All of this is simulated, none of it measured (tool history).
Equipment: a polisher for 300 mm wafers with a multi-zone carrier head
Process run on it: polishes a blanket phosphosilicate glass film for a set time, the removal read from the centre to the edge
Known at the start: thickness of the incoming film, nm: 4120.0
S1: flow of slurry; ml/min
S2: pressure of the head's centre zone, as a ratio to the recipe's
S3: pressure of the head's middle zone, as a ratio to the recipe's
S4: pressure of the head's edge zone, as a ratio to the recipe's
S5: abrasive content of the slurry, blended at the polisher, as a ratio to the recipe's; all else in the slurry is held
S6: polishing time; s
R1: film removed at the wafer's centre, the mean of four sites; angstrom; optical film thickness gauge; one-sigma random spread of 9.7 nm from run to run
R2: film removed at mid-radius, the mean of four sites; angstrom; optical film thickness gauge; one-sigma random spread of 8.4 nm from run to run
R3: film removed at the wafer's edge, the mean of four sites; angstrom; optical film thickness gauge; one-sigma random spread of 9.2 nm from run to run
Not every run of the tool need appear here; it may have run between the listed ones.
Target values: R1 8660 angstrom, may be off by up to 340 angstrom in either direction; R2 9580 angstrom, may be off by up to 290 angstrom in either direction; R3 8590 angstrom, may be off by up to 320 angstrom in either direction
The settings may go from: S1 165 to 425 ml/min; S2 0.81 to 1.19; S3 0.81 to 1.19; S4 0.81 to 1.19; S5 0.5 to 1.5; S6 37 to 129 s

run	hour	S1	S2	S3	S4	S5	S6	R1	R2	R3
1	0	275	1	1	1	1	83	7638.2	7714.7	7554.3
2	6.4	275	1.03	1	1	1	83	7945	7726	7551.4
3	11.4	280	1.03	1.03	1.02	1.05	83	8148.6	8147.1	8028.5
4	17	290	1.03	1.06	1.02	1.05	83	8254.9	8296.8	7824.5
5	23.5	290	1.03	1.08	1.04	1.05	83	8121.1	8352.4	7808.3
6	29.2	290	1.03	1.1	1.05	1.1	83	8403.2	8807.6	8300.5
7	31.6	290	1.03	1.12	1.05	1.1	83	8434.4	8857.8	8246.9
8	37.8	295	1.03	1.13	1.05	1.1	83	8444.7	9014.2	8177.1
9	42.6	295	1.03	1.14	1.06	1.1	83	8396.7	9087.6	8300.5

Which single option among these 5 for the next run brings every result within its allowed miss of target? Just one does.
A	47.4	320	1.08	1.12	1.04	1.15	79	?	?	?
B	47.4	255	1.01	1.04	1.1	1.1	83	?	?	?
C	47.4	325	0.98	1.19	0.98	1.1	84	?	?	?
D	47.4	370	1.09	1.04	1.17	0.9	91	?	?	?
E	47.4	310	1	1.13	1.05	1.1	87	?	?	?

move	R1	R2	R3
A	8646.4	8826.9	7994.9
B	8063.7	8366.3	8279.4
C	8137.7	9588.2	8048.9
D	8640.5	8266.4	8379.9
E	8558.1	9510	8598.6
A: moves away from the targets compared with the last run
B: moves away from the targets compared with the last run
C: brings the result that was furthest off to its target, and leaves another outside
D: moves away from the targets compared with the last run
E: all results land within tolerance of their targets
E is the move that brings every result within its allowed miss.
